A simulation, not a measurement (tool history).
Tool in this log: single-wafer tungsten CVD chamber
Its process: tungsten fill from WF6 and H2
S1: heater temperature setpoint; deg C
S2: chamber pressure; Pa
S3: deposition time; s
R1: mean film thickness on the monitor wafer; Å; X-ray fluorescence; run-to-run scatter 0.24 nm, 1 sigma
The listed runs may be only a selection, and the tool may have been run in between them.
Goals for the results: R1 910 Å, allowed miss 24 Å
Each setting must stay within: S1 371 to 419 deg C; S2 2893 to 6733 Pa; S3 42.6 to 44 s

Run 1, hour 0: S1 395 deg C, S2 4813 Pa, S3 42.6 s. Result: R1 1177.5 Å.
Run 2, hour 3.7: S1 395 deg C, S2 4813 Pa, S3 44 s. Result: R1 1215.2 Å.
Run 3, hour 7.2: S1 404 deg C, S2 4813 Pa, S3 44 s. Result: R1 1424 Å.
Run 4, hour 9.7: S1 404 deg C, S2 4813 Pa, S3 42.6 s. Result: R1 1384.3 Å.
Run 5, hour 13: S1 404 deg C, S2 4813 Pa, S3 44 s. Result: R1 1422.7 Å.
Run 6, hour 16.8: S1 399 deg C, S2 4773 Pa, S3 44 s. Result: R1 1293.6 Å.
Run 7, hour 18.5: S1 395 deg C, S2 4746 Pa, S3 44 s. Result: R1 1207.5 Å.
Run 8, hour 24.1: S1 392 deg C, S2 4720 Pa, S3 44 s. Result: R1 1137.5 Å.
Run 9, hour 29.3: S1 390 deg C, S2 4706 Pa, S3 44 s. Result: R1 1096.9 Å.
Run 10, hour 30.4: S1 388 deg C, S2 4693 Pa, S3 44 s. Result: R1 1046.2 Å.

Pick the move, out of 5, that brings all results within their allowed miss; only one does.
Run A, hour 31.5: S1 385 deg C, S2 4800 Pa, S3 42.6 s. Result: R1 ?.
Run B, hour 31.5: S1 383 deg C, S2 4626 Pa, S3 44 s. Result: R1 ?.
Run C, hour 31.5: S1 385 deg C, S2 4013 Pa, S3 43.6 s. Result: R1 ?.
Run D, hour 31.5: S1 389 deg C, S2 4346 Pa, S3 43.2 s. Result: R1 ?.
Run E, hour 31.5: S1 391 deg C, S2 6146 Pa, S3 42.9 s. Result: R1 ?.

move      R1
   A  968.71
   B  946.29
   C  914.48
   D  1015.2
   E  1223.4
A: gains on the last run, yet a result remains outside its allowed miss
B: gains on the last run, yet a result remains outside its allowed miss
C: every result lands within tolerance
D: gains on the last run, yet a result remains outside its allowed miss
E: the biggest miss grows against the last run
C is the move that brings every result within its allowed miss.

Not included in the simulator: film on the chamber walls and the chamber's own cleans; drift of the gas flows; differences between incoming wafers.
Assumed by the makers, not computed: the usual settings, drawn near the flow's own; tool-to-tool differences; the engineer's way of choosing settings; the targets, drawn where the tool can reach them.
